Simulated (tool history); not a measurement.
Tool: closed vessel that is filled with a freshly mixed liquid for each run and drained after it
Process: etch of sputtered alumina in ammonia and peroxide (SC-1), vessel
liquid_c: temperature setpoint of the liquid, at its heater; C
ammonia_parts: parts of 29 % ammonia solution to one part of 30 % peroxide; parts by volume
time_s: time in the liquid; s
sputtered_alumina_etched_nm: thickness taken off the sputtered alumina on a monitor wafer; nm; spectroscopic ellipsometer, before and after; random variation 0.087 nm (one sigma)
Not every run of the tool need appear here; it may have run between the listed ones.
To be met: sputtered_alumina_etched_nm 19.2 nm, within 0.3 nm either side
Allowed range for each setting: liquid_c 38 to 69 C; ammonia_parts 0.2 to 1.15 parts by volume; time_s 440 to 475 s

{"run": 1, "hour": 0.0, "liquid_c": 53, "ammonia_parts": 0.65, "time_s": 440, "sputtered_alumina_etched_nm": 30.97}
{"run": 2, "hour": 7.3, "liquid_c": 53, "ammonia_parts": 0.65, "time_s": 475, "sputtered_alumina_etched_nm": 33.676}
{"run": 3, "hour": 11.7, "liquid_c": 53, "ammonia_parts": 0.65, "time_s": 475, "sputtered_alumina_etched_nm": 33.456}
{"run": 4, "hour": 15.6, "liquid_c": 50, "ammonia_parts": 0.65, "time_s": 475, "sputtered_alumina_etched_nm": 28.348}
{"run": 5, "hour": 19.1, "liquid_c": 48, "ammonia_parts": 0.65, "time_s": 475, "sputtered_alumina_etched_nm": 25.561}
{"run": 6, "hour": 28.2, "liquid_c": 46.5, "ammonia_parts": 0.65, "time_s": 475, "sputtered_alumina_etched_nm": 23.499}
{"run": 7, "hour": 34.1, "liquid_c": 46.5, "ammonia_parts": 0.65, "time_s": 475, "sputtered_alumina_etched_nm": 23.417}
{"run": 8, "hour": 42.7, "liquid_c": 45.5, "ammonia_parts": 0.65, "time_s": 475, "sputtered_alumina_etched_nm": 22.146}
{"run": 9, "hour": 49.1, "liquid_c": 45, "ammonia_parts": 0.65, "time_s": 475, "sputtered_alumina_etched_nm": 21.494}
{"run": 10, "hour": 57.8, "liquid_c": 44.5, "ammonia_parts": 0.65, "time_s": 475, "sputtered_alumina_etched_nm": 20.88}
{"run": 11, "hour": 61.5, "liquid_c": 44, "ammonia_parts": 0.65, "time_s": 475, "sputtered_alumina_etched_nm": 20.136}

Of the 5 settings listed for the next run, only one would bring every result within its allowed miss of target. Which one?
{"run": "A", "hour": 65.2, "liquid_c": 42, "ammonia_parts": 0.85, "time_s": 475, "sputtered_alumina_etched_nm": "?"}
{"run": "B", "hour": 65.2, "liquid_c": 45, "ammonia_parts": 0.8, "time_s": 470, "sputtered_alumina_etched_nm": "?"}
{"run": "C", "hour": 65.2, "liquid_c": 43.5, "ammonia_parts": 0.7, "time_s": 470, "sputtered_alumina_etched_nm": "?"}
{"run": "D", "hour": 65.2, "liquid_c": 43, "ammonia_parts": 0.7, "time_s": 470, "sputtered_alumina_etched_nm": "?"}
{"run": "E", "hour": 65.2, "liquid_c": 44.5, "ammonia_parts": 0.9, "time_s": 460, "sputtered_alumina_etched_nm": "?"}

move=A sputtered_alumina_etched_nm=18.496
move=B sputtered_alumina_etched_nm=21.625
move=C sputtered_alumina_etched_nm=19.593
move=D sputtered_alumina_etched_nm=19.037
move=E sputtered_alumina_etched_nm=20.802
A: takes the result that was furthest off past its target
B: the biggest miss grows against the last run
C: closer than the last run, but not yet in spec
D: every result within its allowed miss
E: the biggest miss grows against the last run
So the answer is move D, the one that meets all the targets.
